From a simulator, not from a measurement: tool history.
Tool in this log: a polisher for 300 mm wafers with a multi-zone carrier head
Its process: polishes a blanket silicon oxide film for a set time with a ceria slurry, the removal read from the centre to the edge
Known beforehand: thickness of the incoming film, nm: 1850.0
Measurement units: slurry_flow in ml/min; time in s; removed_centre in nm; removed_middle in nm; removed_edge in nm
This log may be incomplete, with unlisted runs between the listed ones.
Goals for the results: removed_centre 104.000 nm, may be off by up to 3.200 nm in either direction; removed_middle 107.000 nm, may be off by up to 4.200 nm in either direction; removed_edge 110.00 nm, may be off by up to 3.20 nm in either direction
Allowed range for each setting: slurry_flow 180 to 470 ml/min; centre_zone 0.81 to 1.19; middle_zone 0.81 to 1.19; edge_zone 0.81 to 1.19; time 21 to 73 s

run	day	slurry_flow	centre_zone	middle_zone	edge_zone	time	removed_centre	removed_middle	removed_edge
1	0.000	300	1.00	1.00	1.00	47	143.670	138.180	140.27
2	0.100	300	1.00	1.00	1.00	56	171.860	167.370	167.90
3	0.238	295	0.97	0.98	0.97	52	155.330	152.380	155.01
4	0.283	365	0.97	0.98	0.97	52	157.920	154.380	156.51
5	0.571	365	0.97	1.02	0.97	52	159.470	161.050	157.66
6	0.938	365	0.97	0.96	0.97	52	159.020	153.250	158.53
7	1.267	350	0.95	0.96	0.95	48	143.620	140.390	143.41
8	1.600	340	0.93	0.95	0.93	45	133.490	130.180	130.81
9	1.825	330	0.90	0.94	0.93	43	123.280	121.300	127.25
10	2.129	320	0.88	0.94	0.91	42	117.330	120.480	122.85
11	2.371	310	0.87	0.93	0.89	41	115.910	117.540	117.61
12	2.475	305	0.86	0.92	0.89	40	112.910	114.890	114.97
13	2.650	300	0.85	0.91	0.89	40	110.910	110.430	114.91
14	2.750	290	0.84	0.91	0.88	40	111.020	112.600	115.33
15	3.054	290	0.83	0.91	0.88	40	110.400	111.900	113.99

Which single option among these 5 for the next run brings every result within its allowed miss of target? Just one does.
A	3.358	270	0.81	0.99	0.98	39	?	?	?
B	3.358	245	0.93	0.88	0.92	36	?	?	?
C	3.358	250	0.81	1.02	0.86	39	?	?	?
D	3.358	275	0.81	0.98	0.84	37	?	?	?
E	3.358	330	0.86	0.95	0.96	37	?	?	?

move	removed_centre	removed_middle	removed_edge
A	105.010	113.660	116.90
B	103.580	97.115	104.04
C	104.090	114.750	109.33
D	99.822	107.410	103.45
E	105.130	107.260	111.43
A: the worst result of the last run now meets its target, but another is out of spec
B: the worst result of the last run now meets its target, but another is out of spec
C: the worst result of the last run now meets its target, but another is out of spec
D: the result that was furthest off in the last run now lies on the other side of its target
E: every result lands within tolerance
Move E is the one to make.
